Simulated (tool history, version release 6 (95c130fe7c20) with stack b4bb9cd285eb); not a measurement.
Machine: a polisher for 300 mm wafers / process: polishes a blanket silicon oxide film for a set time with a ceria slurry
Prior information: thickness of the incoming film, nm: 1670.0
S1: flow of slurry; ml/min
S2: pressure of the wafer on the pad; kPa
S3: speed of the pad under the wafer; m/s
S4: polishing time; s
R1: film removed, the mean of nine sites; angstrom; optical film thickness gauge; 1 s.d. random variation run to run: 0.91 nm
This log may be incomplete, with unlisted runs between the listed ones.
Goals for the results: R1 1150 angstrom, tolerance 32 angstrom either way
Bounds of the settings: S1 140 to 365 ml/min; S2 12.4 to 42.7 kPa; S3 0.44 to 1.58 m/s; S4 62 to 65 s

| run | hour | S1 | S2 | S3 | S4 | R1 |
|---|---|---|---|---|---|---|
| 1 | 0 | 235 | 27.6 | 1 | 62 | 2874.5 |
| 2 | 3.9 | 230 | 24.1 | 0.92 | 62 | 2333 |
| 3 | 8.2 | 225 | 21.4 | 0.86 | 62 | 1984.6 |
| 4 | 12.4 | 225 | 21.4 | 0.7 | 62 | 1669.6 |
| 5 | 16.9 | 225 | 19.3 | 0.68 | 62 | 1475.7 |
| 6 | 23.7 | 225 | 17.9 | 0.68 | 62 | 1385.8 |
| 7 | 30.7 | 225 | 17.9 | 0.68 | 62 | 1399.1 |
| 8 | 36.6 | 225 | 16.5 | 0.68 | 62 | 1294.3 |
| 9 | 45.3 | 225 | 15.9 | 0.68 | 62 | 1235.3 |
| 10 | 52.6 | 215 | 13.8 | 0.68 | 62 | 1065.9 |
| 11 | 58.1 | 225 | 13.8 | 0.68 | 62 | 1081.6 |
| 12 | 60.9 | 230 | 13.8 | 0.68 | 62 | 1084.1 |

Which of these 5 next moves meets every target?
| A | 63.7 | 250 | 13.1 | 0.7 | 62 | ? |
| B | 63.7 | 245 | 15.9 | 0.56 | 62 | ? |
| C | 63.7 | 250 | 13.8 | 0.66 | 63 | ? |
| D | 63.7 | 245 | 13.8 | 0.62 | 65 | ? |
| E | 63.7 | 210 | 15.2 | 0.64 | 64 | ? |

| move | R1 |
|---|---|
| A | 1058.2 |
| B | 1063.5 |
| C | 1077.2 |
| D | 1056 |
| E | 1143 |
A: the biggest miss grows against the last run
B: the biggest miss grows against the last run
C: the biggest miss grows against the last run
D: the biggest miss grows against the last run
E: all results land within tolerance of their targets
E meets every target.
